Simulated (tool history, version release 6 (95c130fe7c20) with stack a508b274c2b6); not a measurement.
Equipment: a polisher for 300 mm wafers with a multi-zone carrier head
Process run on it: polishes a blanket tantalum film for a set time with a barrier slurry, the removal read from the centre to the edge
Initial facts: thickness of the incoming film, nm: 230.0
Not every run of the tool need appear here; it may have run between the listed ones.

run  hour  flow of slurry (ml/min)  pressure of the head's centre zone  pressure of the head's middle zone  pressure of the head's edge zone  abrasive content of the slurry  polishing time (s)  film removed at the wafer's centre (nm)  film removed at mid-radius (nm)  film removed at the wafer's edge (nm)
  1   0.0                      180                                1.00                                1.00                              1.00                            1.00                  43                                   60.027                           59.484                                 56.306
  2   5.2                      180                                1.06                                1.00                              1.00                            1.00                  43                                   61.874                           60.974                                 57.676
  3   7.0                      180                                1.06                                1.00                              1.00                            1.15                  43                                   63.618                           63.002                                 59.072
  4  13.9                      190                                1.06                                1.03                              1.01                            1.20                  45                                   68.502                           68.235                                 62.511
  5  20.8                      185                                1.03                                1.06                              1.00                            1.25                  48                                   71.908                           74.012                                 67.653
  6  29.5                      185                                1.03                                1.06                              1.00                            1.10                  48                                   69.904                           71.873                                 65.744

Predict the results of run 7:
  7  31.2                      235                                0.98                                1.16                              0.95                            1.35                  56                                        ?                                ?                                      ?

Logged for run 7: film removed at the wafer's centre (nm) 83.962, film removed at mid-radius (nm) 99.932, film removed at the wafer's edge (nm) 80.029.

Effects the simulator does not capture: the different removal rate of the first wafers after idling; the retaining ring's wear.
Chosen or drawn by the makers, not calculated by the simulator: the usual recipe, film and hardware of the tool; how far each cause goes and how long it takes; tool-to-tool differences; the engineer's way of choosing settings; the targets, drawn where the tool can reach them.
